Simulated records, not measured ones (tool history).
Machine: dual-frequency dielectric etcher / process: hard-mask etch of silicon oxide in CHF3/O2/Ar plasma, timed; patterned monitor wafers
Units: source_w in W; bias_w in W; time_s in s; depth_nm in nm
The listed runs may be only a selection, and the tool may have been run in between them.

run 1 hour=0.0 | source_w=570 bias_w=178 time_s=32.0 | depth_nm=59.447
run 2 hour=8.2 | source_w=570 bias_w=178 time_s=32.0 | depth_nm=59.636
run 3 hour=14.2 | source_w=570 bias_w=154 time_s=32.0 | depth_nm=56.494
run 4 hour=19.5 | source_w=520 bias_w=154 time_s=32.0 | depth_nm=53.996
run 5 hour=27.4 | source_w=520 bias_w=141 time_s=32.0 | depth_nm=52.388
run 6 hour=35.4 | source_w=520 bias_w=162 time_s=32.0 | depth_nm=55.010

Run 7, settings as shown, results not yet in. Your forecast:
run 7 hour=37.1 | source_w=580 bias_w=165 time_s=32.0 | depth_nm=?

depth_nm: 58.004 nm
